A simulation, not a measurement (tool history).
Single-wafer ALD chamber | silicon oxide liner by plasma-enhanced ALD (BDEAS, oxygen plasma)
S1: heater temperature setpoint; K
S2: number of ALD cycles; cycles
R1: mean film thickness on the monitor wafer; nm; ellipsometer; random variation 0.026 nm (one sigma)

| run | hour | S1 | S2 | R1 |
|---|---|---|---|---|
| 1 | 0 | 593.15 | 63 | 5.614 |
| 2 | 3.8 | 602.15 | 63 | 5.556 |
| 3 | 6.6 | 602.15 | 56 | 4.9232 |
| 4 | 14 | 602.15 | 61 | 5.3595 |
| 5 | 19.5 | 601.15 | 63 | 5.5609 |
| 6 | 21.9 | 601.15 | 54 | 4.7851 |
| 7 | 29.5 | 591.15 | 64 | 5.6906 |
| 8 | 38 | 591.15 | 66 | 5.8997 |
| 9 | 41.3 | 591.15 | 67 | 6.0157 |
| 10 | 47.1 | 591.15 | 68 | 6.0832 |
| 11 | 54.4 | 591.15 | 69 | 6.1822 |
| 12 | 61.5 | 591.15 | 70 | 6.2517 |
| 13 | 68.6 | 590.15 | 71 | 6.3565 |

Forecast run 14:
| 14 | 69.9 | 589.15 | 72 | ? |

R1: 6.4503 nm
